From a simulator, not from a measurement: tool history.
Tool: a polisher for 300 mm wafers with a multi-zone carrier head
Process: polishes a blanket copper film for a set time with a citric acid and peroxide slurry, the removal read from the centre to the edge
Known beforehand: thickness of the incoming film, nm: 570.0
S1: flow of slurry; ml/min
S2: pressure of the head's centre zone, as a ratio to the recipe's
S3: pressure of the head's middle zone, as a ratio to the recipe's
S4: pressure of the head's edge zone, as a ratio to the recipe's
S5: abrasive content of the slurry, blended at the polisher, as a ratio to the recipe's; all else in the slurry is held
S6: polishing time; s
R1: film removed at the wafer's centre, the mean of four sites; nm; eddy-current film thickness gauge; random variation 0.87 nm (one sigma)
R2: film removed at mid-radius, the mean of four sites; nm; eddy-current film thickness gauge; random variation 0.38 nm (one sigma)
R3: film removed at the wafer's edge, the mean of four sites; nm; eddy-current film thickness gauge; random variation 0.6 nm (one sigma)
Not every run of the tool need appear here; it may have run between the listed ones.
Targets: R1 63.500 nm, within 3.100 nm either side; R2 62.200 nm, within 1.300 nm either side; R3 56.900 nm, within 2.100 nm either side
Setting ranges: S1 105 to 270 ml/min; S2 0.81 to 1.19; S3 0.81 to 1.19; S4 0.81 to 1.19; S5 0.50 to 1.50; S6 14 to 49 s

Run 1, hour 0.0: S1 175 ml/min, S2 1.00, S3 1.00, S4 1.00, S5 1.00, S6 31 s. Result: R1 92.084 nm, R2 93.227 nm, R3 92.385 nm.
Run 2, hour 7.1: S1 175 ml/min, S2 1.00, S3 1.08, S4 1.00, S5 1.00, S6 31 s. Result: R1 90.521 nm, R2 99.026 nm, R3 92.661 nm.
Run 3, hour 12.6: S1 170 ml/min, S2 1.01, S3 1.05, S4 0.95, S5 0.85, S6 28 s. Result: R1 82.655 nm, R2 85.159 nm, R3 78.151 nm.
Run 4, hour 19.4: S1 170 ml/min, S2 1.05, S3 1.05, S4 0.95, S5 0.85, S6 28 s. Result: R1 83.509 nm, R2 84.286 nm, R3 78.927 nm.
Run 5, hour 21.1: S1 170 ml/min, S2 1.05, S3 1.05, S4 0.95, S5 0.70, S6 28 s. Result: R1 80.602 nm, R2 82.934 nm, R3 76.145 nm.
Run 6, hour 24.7: S1 170 ml/min, S2 1.05, S3 1.10, S4 0.95, S5 0.70, S6 28 s. Result: R1 80.213 nm, R2 86.238 nm, R3 77.421 nm.
Run 7, hour 29.1: S1 160 ml/min, S2 1.00, S3 1.00, S4 0.85, S5 0.50, S6 22 s. Result: R1 58.980 nm, R2 59.007 nm, R3 55.526 nm.
Run 8, hour 34.0: S1 170 ml/min, S2 1.01, S3 1.00, S4 0.85, S5 0.50, S6 22 s. Result: R1 58.907 nm, R2 59.691 nm, R3 55.556 nm.
Run 9, hour 38.3: S1 175 ml/min, S2 1.03, S3 1.00, S4 0.85, S5 0.50, S6 22 s. Result: R1 61.903 nm, R2 60.180 nm, R3 55.505 nm.
Run 10, hour 42.4: S1 180 ml/min, S2 1.03, S3 1.00, S4 0.86, S5 0.50, S6 22 s. Result: R1 62.230 nm, R2 60.387 nm, R3 56.115 nm.

Below are 5 possible settings for the next run. Only one of them brings all results inside the allowed miss of their targets. Which is it?
Run A, hour 46.5: S1 165 ml/min, S2 1.07, S3 0.96, S4 0.82, S5 0.55, S6 22 s. Result: R1 ?, R2 ?, R3 ?.
Run B, hour 46.5: S1 180 ml/min, S2 0.99, S3 0.96, S4 0.85, S5 0.50, S6 22 s. Result: R1 ?, R2 ?, R3 ?.
Run C, hour 46.5: S1 210 ml/min, S2 1.05, S3 1.01, S4 0.87, S5 0.50, S6 22 s. Result: R1 ?, R2 ?, R3 ?.
Run D, hour 46.5: S1 180 ml/min, S2 1.01, S3 0.95, S4 0.81, S5 0.60, S6 21 s. Result: R1 ?, R2 ?, R3 ?.
Run E, hour 46.5: S1 225 ml/min, S2 1.10, S3 0.85, S4 0.88, S5 0.50, S6 22 s. Result: R1 ?, R2 ?, R3 ?.

move      R1      R2      R3
   A  64.732  58.482  54.551
   B  60.802  58.699  55.393
   C  65.690  62.676  56.901
   D  60.368  56.778  52.925
   E  69.053  54.773  57.717
A: its largest miss is bigger than the last run's
B: its largest miss is bigger than the last run's
C: hits every target within its allowed miss
D: its largest miss is bigger than the last run's
E: its largest miss is bigger than the last run's
So the answer is move C, the one that meets all the targets.
